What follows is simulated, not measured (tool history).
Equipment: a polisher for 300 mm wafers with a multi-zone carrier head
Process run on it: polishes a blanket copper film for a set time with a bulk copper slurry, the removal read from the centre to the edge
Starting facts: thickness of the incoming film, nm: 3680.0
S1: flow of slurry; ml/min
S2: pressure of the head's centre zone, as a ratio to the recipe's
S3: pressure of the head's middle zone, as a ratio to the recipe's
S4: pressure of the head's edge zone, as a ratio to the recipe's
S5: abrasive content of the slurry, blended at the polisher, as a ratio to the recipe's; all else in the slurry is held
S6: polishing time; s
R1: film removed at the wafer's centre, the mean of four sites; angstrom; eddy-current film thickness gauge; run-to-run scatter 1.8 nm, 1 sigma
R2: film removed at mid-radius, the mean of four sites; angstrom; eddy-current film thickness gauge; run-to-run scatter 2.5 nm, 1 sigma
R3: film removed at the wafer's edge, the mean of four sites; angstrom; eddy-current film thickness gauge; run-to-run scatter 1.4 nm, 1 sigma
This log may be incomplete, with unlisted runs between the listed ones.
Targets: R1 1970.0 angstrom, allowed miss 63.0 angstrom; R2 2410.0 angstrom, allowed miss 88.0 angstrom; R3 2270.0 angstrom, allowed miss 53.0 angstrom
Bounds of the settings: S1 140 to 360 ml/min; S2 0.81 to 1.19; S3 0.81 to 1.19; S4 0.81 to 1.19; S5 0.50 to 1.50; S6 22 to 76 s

run  hour   S1    S2    S3    S4    S5  S6      R1      R2      R3
  1   0.0  230  1.00  1.00  1.00  1.00  49  2707.8  2736.4  2732.8
  2   3.7  230  1.00  1.00  1.00  1.00  40  2237.1  2266.2  2227.2
  3   6.9  270  1.00  1.00  1.00  1.00  40  2285.2  2251.9  2250.1
  4  13.7  270  1.00  1.00  1.04  1.00  40  2280.0  2318.4  2333.1
  5  19.7  310  1.00  1.00  1.04  1.00  40  2309.7  2316.7  2347.2
  6  25.8  255  1.00  1.00  1.04  1.00  40  2241.6  2273.7  2309.8
  7  34.2  240  0.97  1.03  1.04  1.00  40  2192.1  2306.2  2288.4
  8  40.2  230  0.93  1.06  1.05  1.00  40  2088.8  2349.0  2299.2
  9  44.8  225  0.91  1.08  1.05  1.00  40  2101.5  2358.1  2281.9

Consider the 4 candidate settings below. Which is the only one whose results all fall within their allowed miss of target?
  A  49.4  240  1.03  1.04  0.94  1.10  41   ?   ?   ?
  B  49.4  195  0.97  1.09  0.97  1.05  42   ?   ?   ?
  C  49.4  240  1.00  1.06  1.09  0.95  40   ?   ?   ?
  D  49.4  190  0.87  1.17  1.08  1.20  39   ?   ?   ?

move      R1      R2      R3
   A  2390.2  2462.4  2274.4
   B  2244.6  2497.0  2287.8
   C  2216.9  2361.1  2315.0
   D  1975.4  2484.9  2291.2
A: lands further from the targets than the last run did
B: lands further from the targets than the last run did
C: lands further from the targets than the last run did
D: each result inside its tolerance
The right move is D.
